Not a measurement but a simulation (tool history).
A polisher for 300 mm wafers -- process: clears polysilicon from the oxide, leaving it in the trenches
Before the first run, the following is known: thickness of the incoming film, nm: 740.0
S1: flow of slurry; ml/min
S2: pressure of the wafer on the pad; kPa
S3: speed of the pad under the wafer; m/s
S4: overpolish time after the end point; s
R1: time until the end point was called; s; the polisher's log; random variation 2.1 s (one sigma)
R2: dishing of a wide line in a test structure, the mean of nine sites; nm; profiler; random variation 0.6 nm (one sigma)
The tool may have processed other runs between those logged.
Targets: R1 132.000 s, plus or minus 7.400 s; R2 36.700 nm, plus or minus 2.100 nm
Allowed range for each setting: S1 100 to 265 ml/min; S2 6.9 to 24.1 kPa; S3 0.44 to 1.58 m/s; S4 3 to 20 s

{"run": 1, "hour": 0.0, "S1": 170, "S2": 15.2, "S3": 1.0, "S4": 10, "R1": 59.182, "R2": 64.663}
{"run": 2, "hour": 8.9, "S1": 170, "S2": 15.2, "S3": 1.0, "S4": 8, "R1": 59.88, "R2": 55.314}
{"run": 3, "hour": 11.2, "S1": 170, "S2": 13.1, "S3": 0.94, "S4": 8, "R1": 71.557, "R2": 51.433}
{"run": 4, "hour": 16.7, "S1": 185, "S2": 13.1, "S3": 0.94, "S4": 8, "R1": 72.846, "R2": 51.878}
{"run": 5, "hour": 20.0, "S1": 185, "S2": 11.7, "S3": 0.88, "S4": 8, "R1": 84.942, "R2": 47.474}
{"run": 6, "hour": 21.2, "S1": 185, "S2": 11.7, "S3": 0.88, "S4": 5, "R1": 85.744, "R2": 33.347}
{"run": 7, "hour": 23.5, "S1": 185, "S2": 10.3, "S3": 0.84, "S4": 6, "R1": 97.844, "R2": 33.101}
{"run": 8, "hour": 31.4, "S1": 185, "S2": 9.7, "S3": 0.82, "S4": 7, "R1": 107.58, "R2": 35.971}
{"run": 9, "hour": 33.6, "S1": 185, "S2": 9.0, "S3": 0.82, "S4": 7, "R1": 117.94, "R2": 33.746}

Exercise: of the 4 proposed moves below, exactly one satisfies all targets within the stated allowed misses. Which move is it?
{"run": "A", "hour": 35.8, "S1": 185, "S2": 9.7, "S3": 0.84, "S4": 6, "R1": "?", "R2": "?"}
{"run": "B", "hour": 35.8, "S1": 190, "S2": 7.6, "S3": 0.82, "S4": 9, "R1": "?", "R2": "?"}
{"run": "C", "hour": 35.8, "S1": 200, "S2": 8.3, "S3": 0.94, "S4": 6, "R1": "?", "R2": "?"}
{"run": "D", "hour": 35.8, "S1": 180, "S2": 11.0, "S3": 0.74, "S4": 6, "R1": "?", "R2": "?"}

move=A R1=107.190 R2=32.626
move=B R1=136.900 R2=36.913
move=C R1=111.600 R2=31.605
move=D R1=105.190 R2=33.109
A: lands further from the targets than the last run did
B: all results in spec
C: lands further from the targets than the last run did
D: lands further from the targets than the last run did
So the answer is move B, the one that meets all the targets.
